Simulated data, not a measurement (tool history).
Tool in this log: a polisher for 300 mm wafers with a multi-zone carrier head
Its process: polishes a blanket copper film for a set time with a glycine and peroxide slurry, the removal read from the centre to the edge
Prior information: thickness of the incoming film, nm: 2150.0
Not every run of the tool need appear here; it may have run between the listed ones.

run  hour  flow of slurry (ml/min)  pressure of the head's centre zone  pressure of the head's middle zone  pressure of the head's edge zone  polishing time (s)  film removed at the wafer's centre (Å)  film removed at mid-radius (Å)  film removed at the wafer's edge (Å)
  1     0                      270                                   1                                   1                                 1                  90                                  5866.4                          5784.2                                5800.4
  2   7.1                      270                                   1                                1.07                                 1                  90                                  5810.5                          6104.5                                5666.6
  3   8.5                      240                                   1                                1.07                                 1                  90                                  5665.8                          5985.8                                  5662
  4  15.4                      245                                1.02                                1.06                              1.01                  93                                  5864.6                          6136.2                                5944.2
  5  22.5                      245                                0.97                                1.06                              1.01                  93                                  5700.9                          6166.5                                5956.4
  6  30.1                      245                                0.97                                1.09                              1.01                  93                                  5729.8                          6395.2                                5877.5

What does the tool deliver on the next run?
       38  -- slurry nozzle cleaned
  7    38                      315                                1.07                                1.01                               1.1                 118                                       ?                               ?                                     ?

film removed at the wafer's centre (Å): 8782.5
film removed at mid-radius (Å): 8173.9
film removed at the wafer's edge (Å): 8257.4
